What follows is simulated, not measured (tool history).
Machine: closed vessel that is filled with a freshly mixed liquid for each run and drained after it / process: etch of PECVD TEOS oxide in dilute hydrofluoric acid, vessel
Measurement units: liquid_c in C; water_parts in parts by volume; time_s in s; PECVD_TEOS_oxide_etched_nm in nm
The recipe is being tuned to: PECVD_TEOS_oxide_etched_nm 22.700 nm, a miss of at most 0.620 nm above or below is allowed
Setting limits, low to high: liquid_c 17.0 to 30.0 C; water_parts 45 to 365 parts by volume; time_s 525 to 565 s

{"run": 1, "hour": 0.0, "liquid_c": 22.0, "water_parts": 205, "time_s": 525, "PECVD_TEOS_oxide_etched_nm": 38.863}
{"run": 2, "hour": 1.6, "liquid_c": 21.0, "water_parts": 215, "time_s": 525, "PECVD_TEOS_oxide_etched_nm": 35.094}
{"run": 3, "hour": 7.7, "liquid_c": 20.5, "water_parts": 225, "time_s": 525, "PECVD_TEOS_oxide_etched_nm": 32.466}
{"run": 4, "hour": 15.2, "liquid_c": 20.0, "water_parts": 230, "time_s": 525, "PECVD_TEOS_oxide_etched_nm": 31.426}
{"hour": 19.0, "done": "thermometer replaced"}
{"run": 5, "hour": 19.0, "liquid_c": 20.0, "water_parts": 290, "time_s": 525, "PECVD_TEOS_oxide_etched_nm": 25.05}
{"run": 6, "hour": 21.5, "liquid_c": 20.0, "water_parts": 290, "time_s": 565, "PECVD_TEOS_oxide_etched_nm": 26.736}
{"run": 7, "hour": 24.0, "liquid_c": 19.5, "water_parts": 290, "time_s": 565, "PECVD_TEOS_oxide_etched_nm": 26.376}
{"run": 8, "hour": 25.8, "liquid_c": 19.5, "water_parts": 290, "time_s": 565, "PECVD_TEOS_oxide_etched_nm": 26.195}
{"run": 9, "hour": 29.4, "liquid_c": 19.0, "water_parts": 290, "time_s": 565, "PECVD_TEOS_oxide_etched_nm": 25.948}
{"run": 10, "hour": 34.4, "liquid_c": 18.5, "water_parts": 295, "time_s": 565, "PECVD_TEOS_oxide_etched_nm": 24.709}
{"run": 11, "hour": 42.8, "liquid_c": 18.0, "water_parts": 295, "time_s": 565, "PECVD_TEOS_oxide_etched_nm": 24.575}

Which one of the following 5 next-run settings gets every result inside its allowed miss? There is exactly one.
{"run": "A", "hour": 51.2, "liquid_c": 18.0, "water_parts": 275, "time_s": 525, "PECVD_TEOS_oxide_etched_nm": "?"}
{"run": "B", "hour": 51.2, "liquid_c": 17.0, "water_parts": 285, "time_s": 560, "PECVD_TEOS_oxide_etched_nm": "?"}
{"run": "C", "hour": 51.2, "liquid_c": 18.0, "water_parts": 260, "time_s": 550, "PECVD_TEOS_oxide_etched_nm": "?"}
{"run": "D", "hour": 51.2, "liquid_c": 19.0, "water_parts": 270, "time_s": 550, "PECVD_TEOS_oxide_etched_nm": "?"}
{"run": "E", "hour": 51.2, "liquid_c": 18.0, "water_parts": 305, "time_s": 555, "PECVD_TEOS_oxide_etched_nm": "?"}

move=A PECVD_TEOS_oxide_etched_nm=24.614
move=B PECVD_TEOS_oxide_etched_nm=24.180
move=C PECVD_TEOS_oxide_etched_nm=27.636
move=D PECVD_TEOS_oxide_etched_nm=27.395
move=E PECVD_TEOS_oxide_etched_nm=22.863
A: as far off as the last run
B: moves toward the targets from the last run without getting all of them in spec
C: the biggest miss grows against the last run
D: the biggest miss grows against the last run
E: each result inside its tolerance
Go with E: it meets all targets.

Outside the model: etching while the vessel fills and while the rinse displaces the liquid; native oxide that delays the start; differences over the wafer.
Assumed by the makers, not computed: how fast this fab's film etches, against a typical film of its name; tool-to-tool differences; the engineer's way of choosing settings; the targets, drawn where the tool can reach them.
